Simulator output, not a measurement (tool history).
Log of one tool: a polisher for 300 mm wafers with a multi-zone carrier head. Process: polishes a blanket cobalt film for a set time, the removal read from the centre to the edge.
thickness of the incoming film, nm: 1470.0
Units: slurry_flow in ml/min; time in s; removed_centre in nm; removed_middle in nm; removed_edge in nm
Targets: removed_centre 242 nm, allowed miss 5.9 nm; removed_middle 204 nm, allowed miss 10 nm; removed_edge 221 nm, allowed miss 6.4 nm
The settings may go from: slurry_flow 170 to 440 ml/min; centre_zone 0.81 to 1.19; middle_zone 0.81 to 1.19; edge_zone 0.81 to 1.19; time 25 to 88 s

run,day,slurry_flow,centre_zone,middle_zone,edge_zone,time,removed_centre,removed_middle,removed_edge
1,0,280,1,1,1,56,293.9,288.08,293.59
2,0.296,280,1,1,1,67,347.21,345.53,346.86
3,0.454,280,1,1,1,81,428.38,423.14,416.08
4,0.733,280,1,1,1.03,81,426.04,418.88,429.08
5,1.012,280,1,0.93,1.03,81,425.57,403.58,423.38
6,1.108,280,1.04,0.93,1.03,81,441.36,391.92,425.25
7,1.308,270,1.04,0.91,1,72,389.98,357.92,372.35
8,1.567,280,1.14,0.81,1.1,56,333.64,247.2,304.41
9,1.892,280,1.12,0.82,1.06,53,313.5,238.95,279.95
10,2.258,280,1.1,0.82,1.04,51,293.35,229.06,270.12
11,2.625,280,1.09,0.82,1.01,49,277.98,218.01,257.79
12,2.696,275,1.08,0.83,0.97,48,271.89,215.49,245.89
13,2.858,270,1.06,0.83,0.94,48,265.78,220.81,239.4
14,2.917,270,1.05,0.83,0.94,47,256.07,208.7,238.83
15,3.292,265,1.04,0.83,0.92,47,252.57,207.82,235.14

5 next moves are on the table. One of them brings every result within its allowed miss. Which?
A,3.667,260,1,0.81,0.97,47,?,?,?
B,3.667,190,1.09,1.05,0.84,45,?,?,?
C,3.667,220,1.03,0.84,0.88,46,?,?,?
D,3.667,235,0.98,0.81,0.88,51,?,?,?
E,3.667,295,1.09,0.86,0.93,44,?,?,?

move,removed_centre,removed_middle,removed_edge
A,243.82,205.92,236.66
B,244.03,235.2,205.28
C,240.58,203.59,218.06
D,255.94,220.95,243.33
E,252.64,205.01,219.19
A: further off than the last run
B: takes the result that was furthest off past its target
C: meets every target
D: further off than the last run
E: brings the result that was furthest off to its target, and leaves another outside
The right move is C.
